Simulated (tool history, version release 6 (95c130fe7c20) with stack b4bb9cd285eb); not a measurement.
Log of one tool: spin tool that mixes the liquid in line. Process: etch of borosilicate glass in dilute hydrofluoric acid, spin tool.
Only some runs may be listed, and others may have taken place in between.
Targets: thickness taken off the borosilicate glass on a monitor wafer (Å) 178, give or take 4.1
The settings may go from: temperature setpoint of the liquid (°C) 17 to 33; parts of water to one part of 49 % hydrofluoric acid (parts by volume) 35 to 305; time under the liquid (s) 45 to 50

run,hour,temperature setpoint of the liquid (°C),parts of water to one part of 49 % hydrofluoric acid (parts by volume),time under the liquid (s),thickness taken off the borosilicate glass on a monitor wafer (Å)
1,0,25,170,45,81.929
2,1.1,25,120,45,122.66
3,5.4,26.5,120,45,130.16
4,12.6,26.5,120,50,144.95
5,20.9,27.5,120,50,150.09
6,21.5,27.5,120,45,136.56
7,27.4,28.5,120,45,139.71
8,33.5,29.5,120,45,146.24
9,39.6,33,110,45,183.21

Pick the move, out of 4, that brings all results within their allowed miss; only one does.
A,45.7,33,105,45,?
B,45.7,30.5,105,45,?
C,45.7,32.5,115,50,?
D,45.7,33,115,50,?

move,thickness taken off the borosilicate glass on a monitor wafer (Å)
A,193.34
B,176.47
C,189.66
D,193.09
A: further off than the last run
B: meets every target
C: further off than the last run
D: further off than the last run
B is the move that brings every result within its allowed miss.

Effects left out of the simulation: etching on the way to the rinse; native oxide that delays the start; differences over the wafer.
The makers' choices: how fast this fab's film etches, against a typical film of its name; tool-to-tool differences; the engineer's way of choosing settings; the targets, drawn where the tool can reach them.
